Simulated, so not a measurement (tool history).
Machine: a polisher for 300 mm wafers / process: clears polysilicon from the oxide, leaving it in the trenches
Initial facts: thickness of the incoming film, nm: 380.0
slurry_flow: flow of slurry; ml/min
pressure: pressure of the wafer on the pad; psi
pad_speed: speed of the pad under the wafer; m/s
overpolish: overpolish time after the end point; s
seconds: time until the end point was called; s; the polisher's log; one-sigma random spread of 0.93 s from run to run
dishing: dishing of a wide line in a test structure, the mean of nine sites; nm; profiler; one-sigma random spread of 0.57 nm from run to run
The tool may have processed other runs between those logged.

run,hour,slurry_flow,pressure,pad_speed,overpolish,seconds,dishing
1,0.0,235,2.2,0.80,10,35.774,38.482
2,2.0,235,2.0,0.80,9,38.055,35.879
3,3.3,275,2.0,0.80,9,37.493,36.512
4,4.9,275,1.8,0.78,9,40.707,36.470
5,8.8,275,1.8,0.72,9,43.292,35.272
6,10.2,275,1.8,0.72,6,43.631,31.070
7,14.5,275,1.8,0.72,6,44.488,31.540

For run 8, what comes out?
8,22.9,275,1.6,0.72,7,?,?

Run 8 measured seconds 48.632 s, dishing 31.992 nm.
